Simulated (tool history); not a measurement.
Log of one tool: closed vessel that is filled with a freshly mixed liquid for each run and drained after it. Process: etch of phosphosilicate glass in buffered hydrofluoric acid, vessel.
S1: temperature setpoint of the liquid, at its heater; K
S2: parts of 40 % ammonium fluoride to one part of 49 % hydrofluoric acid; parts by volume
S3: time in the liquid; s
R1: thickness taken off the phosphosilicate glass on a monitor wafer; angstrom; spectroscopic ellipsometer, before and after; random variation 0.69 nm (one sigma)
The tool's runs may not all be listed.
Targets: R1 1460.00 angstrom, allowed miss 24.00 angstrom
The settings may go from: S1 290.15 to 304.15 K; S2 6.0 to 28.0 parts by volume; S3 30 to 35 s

run  hour      S1    S2  S3       R1
  1   0.0  296.15  17.0  35   985.91
  2   2.2  296.15  13.0  35  1278.40
  3   8.5  296.65  13.0  35  1325.70
  4  10.5  297.15  13.0  35  1365.40
  5  18.5  300.65  13.0  35  1632.20
  6  22.5  300.65   8.0  35  2579.90
  7  27.1  298.65   8.0  35  2311.60
  8  35.1  294.65   8.0  35  1862.60
  9  37.0  293.65   8.0  35  1778.10
 10  40.2  293.15   8.0  35  1725.40
 11  45.9  292.65   8.0  35  1667.70
 12  53.3  292.15   8.0  35  1624.40
 13  62.3  291.65   8.0  35  1589.60
 14  68.7  291.65   8.0  35  1586.10
 15  71.1  291.15   8.0  35  1531.30
 16  71.9  290.65   8.0  35  1498.10

Which of these 4 next moves meets every target?
  A  72.7  294.65   8.5  30   ?
  B  72.7  296.15  11.5  35   ?
  C  72.7  290.15   6.5  30   ?
  D  72.7  290.15   7.5  35   ?

move       R1
   A  1490.90
   B  1450.20
   C  1523.40
   D  1546.70
A: nearer than the last run, and not there yet
B: meets every target
C: further off than the last run
D: further off than the last run
The right move is B.

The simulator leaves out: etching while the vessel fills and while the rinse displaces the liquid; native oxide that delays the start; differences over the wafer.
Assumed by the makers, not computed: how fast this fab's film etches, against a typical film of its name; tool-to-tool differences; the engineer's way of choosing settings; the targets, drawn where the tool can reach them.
